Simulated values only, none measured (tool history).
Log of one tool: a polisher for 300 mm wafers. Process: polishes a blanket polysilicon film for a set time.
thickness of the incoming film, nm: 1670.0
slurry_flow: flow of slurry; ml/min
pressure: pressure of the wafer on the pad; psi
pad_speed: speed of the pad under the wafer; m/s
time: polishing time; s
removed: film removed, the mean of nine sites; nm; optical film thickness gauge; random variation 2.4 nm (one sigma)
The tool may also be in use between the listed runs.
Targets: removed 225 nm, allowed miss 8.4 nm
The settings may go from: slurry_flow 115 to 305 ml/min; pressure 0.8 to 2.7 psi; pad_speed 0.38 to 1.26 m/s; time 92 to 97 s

| run | day | slurry_flow | pressure | pad_speed | time | removed |
|---|---|---|---|---|---|---|
| 1 | 0 | 195 | 1.7 | 0.82 | 92 | 353.63 |
| 2 | 0.342 | 165 | 1.7 | 0.82 | 92 | 338.15 |
| 3 | 0.367 | 165 | 1.7 | 1 | 92 | 406.62 |
| 4 | 0.642 | 160 | 1.6 | 1 | 92 | 383.13 |
| 5 | 0.904 | 160 | 1.9 | 1 | 92 | 460.94 |
| 6 | 1.212 | 160 | 1.9 | 1.1 | 92 | 496.59 |
| 7 | 1.342 | 155 | 1.7 | 1.08 | 92 | 427.88 |
| 8 | 1.538 | 150 | 1.6 | 1.08 | 92 | 412.62 |
| 9 | 1.912 | 150 | 1.5 | 1.06 | 92 | 372.12 |
| 10 | 1.983 | 150 | 1.5 | 1.06 | 92 | 383.46 |
| 11 | 2.138 | 150 | 1.4 | 1.04 | 92 | 345.92 |

4 next moves are on the table. One of them brings every result within its allowed miss. Which?
| A | 2.292 | 160 | 1.1 | 0.84 | 96 | ? |
| B | 2.292 | 115 | 1.3 | 0.78 | 92 | ? |
| C | 2.292 | 160 | 1.1 | 0.92 | 92 | ? |
| D | 2.292 | 135 | 1.8 | 1.06 | 97 | ? |

| move | removed |
|---|---|
| A | 237.59 |
| B | 226.1 |
| C | 248.74 |
| D | 462.95 |
A: nearer than the last run, and not there yet
B: meets every target
C: nearer than the last run, and not there yet
D: further off than the last run
Move B is the one to make.
